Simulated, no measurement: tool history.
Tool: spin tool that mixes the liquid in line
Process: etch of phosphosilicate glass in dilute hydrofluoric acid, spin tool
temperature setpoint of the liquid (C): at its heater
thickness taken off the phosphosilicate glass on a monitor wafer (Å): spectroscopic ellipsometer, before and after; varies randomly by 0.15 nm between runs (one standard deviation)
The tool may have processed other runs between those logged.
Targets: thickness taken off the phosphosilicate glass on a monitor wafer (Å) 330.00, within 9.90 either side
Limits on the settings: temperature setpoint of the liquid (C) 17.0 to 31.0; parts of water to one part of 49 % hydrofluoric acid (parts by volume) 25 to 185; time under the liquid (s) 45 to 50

run,hour,temperature setpoint of the liquid (C),parts of water to one part of 49 % hydrofluoric acid (parts by volume),time under the liquid (s),thickness taken off the phosphosilicate glass on a monitor wafer (Å)
1,0.0,23.0,105,45,555.37
2,8.8,20.0,105,45,495.16
3,16.7,20.0,70,45,769.71
4,24.3,19.0,85,45,592.39
5,27.3,19.0,100,45,498.62
6,35.5,18.5,105,45,459.35
7,39.0,18.0,110,45,430.23
8,42.4,17.5,115,45,399.99
9,46.5,17.5,120,45,382.15
10,54.0,17.5,125,45,365.74
11,58.3,17.5,125,45,368.25
12,67.0,17.0,130,45,345.59

5 next moves are on the table. One of them brings every result within its allowed miss. Which?
A,75.7,17.0,155,50,?
B,75.7,17.0,145,45,?
C,75.7,17.0,135,45,?
D,75.7,17.0,160,50,?
E,75.7,17.0,125,45,?

move,thickness taken off the phosphosilicate glass on a monitor wafer (Å)
A,311.38
B,302.49
C,328.11
D,300.21
E,357.90
A: takes the result that was furthest off past its target
B: takes the result that was furthest off past its target
C: hits every target within its allowed miss
D: takes the result that was furthest off past its target
E: its largest miss is bigger than the last run's
Move C is the one to make.
